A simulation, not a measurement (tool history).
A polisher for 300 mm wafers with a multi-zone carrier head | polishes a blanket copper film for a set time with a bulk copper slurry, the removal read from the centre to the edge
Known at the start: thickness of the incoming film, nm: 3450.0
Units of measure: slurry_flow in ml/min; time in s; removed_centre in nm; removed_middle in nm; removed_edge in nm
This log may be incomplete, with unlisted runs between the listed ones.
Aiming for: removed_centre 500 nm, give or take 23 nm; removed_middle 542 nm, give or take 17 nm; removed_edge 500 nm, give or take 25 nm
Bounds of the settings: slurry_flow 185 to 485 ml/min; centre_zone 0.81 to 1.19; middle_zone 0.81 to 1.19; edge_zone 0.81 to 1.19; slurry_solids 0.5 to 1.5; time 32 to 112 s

run 1 hour=0 | slurry_flow=310 centre_zone=1 middle_zone=1 edge_zone=1 slurry_solids=1 time=72 | removed_centre=679.15 removed_middle=694.03 removed_edge=683.62
run 2 hour=3.2 | slurry_flow=310 centre_zone=1.03 middle_zone=1 edge_zone=1 slurry_solids=1 time=72 | removed_centre=718.26 removed_middle=689.63 removed_edge=701.75
run 3 hour=7.3 | slurry_flow=315 centre_zone=1 middle_zone=0.99 edge_zone=0.96 slurry_solids=0.85 time=70 | removed_centre=642.11 removed_middle=661.91 removed_edge=632.79
run 4 hour=9.6 | slurry_flow=315 centre_zone=1 middle_zone=0.99 edge_zone=0.96 slurry_solids=0.85 time=83 | removed_centre=760.01 removed_middle=767.08 removed_edge=768.09
run 5 hour=13.9 | slurry_flow=315 centre_zone=1 middle_zone=1.03 edge_zone=0.96 slurry_solids=0.85 time=83 | removed_centre=790.56 removed_middle=788.61 removed_edge=776.09
run 6 hour=20.4 | slurry_flow=315 centre_zone=0.99 middle_zone=0.99 edge_zone=0.94 slurry_solids=0.75 time=78 | removed_centre=694.21 removed_middle=705.62 removed_edge=692.35
run 7 hour=22.9 | slurry_flow=320 centre_zone=0.98 middle_zone=0.98 edge_zone=0.92 slurry_solids=0.7 time=74 | removed_centre=653.64 removed_middle=660.5 removed_edge=639.67
run 8 hour=24.6 | slurry_flow=325 centre_zone=0.96 middle_zone=0.97 edge_zone=0.9 slurry_solids=0.65 time=71 | removed_centre=604.62 removed_middle=620.69 removed_edge=605.91
run 9 hour=29.6 | slurry_flow=320 centre_zone=0.95 middle_zone=0.98 edge_zone=0.88 slurry_solids=0.6 time=69 | removed_centre=561.67 removed_middle=599.01 removed_edge=570.75
run 10 hour=34.4 | slurry_flow=315 centre_zone=0.95 middle_zone=0.98 edge_zone=0.86 slurry_solids=0.55 time=68 | removed_centre=570.34 removed_middle=590.3 removed_edge=559.9
run 11 hour=39.8 | slurry_flow=320 centre_zone=0.9 middle_zone=1 edge_zone=0.83 slurry_solids=0.5 time=59 | removed_centre=443.03 removed_middle=506.01 removed_edge=463.71
run 12 hour=41 | slurry_flow=320 centre_zone=0.92 middle_zone=1 edge_zone=0.84 slurry_solids=0.55 time=59 | removed_centre=473.56 removed_middle=503.83 removed_edge=470.79
-- hour=47.9 edge zone pressure recalibrated
run 13 hour=47.9 | slurry_flow=320 centre_zone=0.92 middle_zone=1.01 edge_zone=0.85 slurry_solids=0.6 time=59 | removed_centre=469.47 removed_middle=525.97 removed_edge=479.1
run 14 hour=54.5 | slurry_flow=320 centre_zone=0.93 middle_zone=1.01 edge_zone=0.86 slurry_solids=0.6 time=59 | removed_centre=480.7 removed_middle=521 removed_edge=461.68

5 next moves are on the table. One of them brings every result within its allowed miss. Which?
run A hour=61.1 | slurry_flow=340 centre_zone=0.9 middle_zone=0.94 edge_zone=0.83 slurry_solids=0.6 time=59 | removed_centre=? removed_middle=? removed_edge=?
run B hour=61.1 | slurry_flow=290 centre_zone=1.02 middle_zone=1.09 edge_zone=0.89 slurry_solids=0.6 time=54 | removed_centre=? removed_middle=? removed_edge=?
run C hour=61.1 | slurry_flow=305 centre_zone=0.94 middle_zone=0.94 edge_zone=0.82 slurry_solids=0.8 time=57 | removed_centre=? removed_middle=? removed_edge=?
run D hour=61.1 | slurry_flow=295 centre_zone=0.81 middle_zone=0.88 edge_zone=0.89 slurry_solids=0.55 time=66 | removed_centre=? removed_middle=? removed_edge=?
run E hour=61.1 | slurry_flow=195 centre_zone=0.91 middle_zone=0.95 edge_zone=0.81 slurry_solids=0.6 time=68 | removed_centre=? removed_middle=? removed_edge=?

move=A removed_centre=451.25 removed_middle=493.91 removed_edge=452.4
move=B removed_centre=460.64 removed_middle=493.12 removed_edge=421.3
move=C removed_centre=472.32 removed_middle=495.24 removed_edge=452.44
move=D removed_centre=440.51 removed_middle=513.9 removed_edge=509.81
move=E removed_centre=484.82 removed_middle=532.83 removed_edge=488.2
A: misses by more than the last run did
B: misses by more than the last run did
C: misses by more than the last run did
D: gets the furthest-off result to its target, but another result is out of tolerance
E: each result inside its tolerance
The move that meets every target is E.
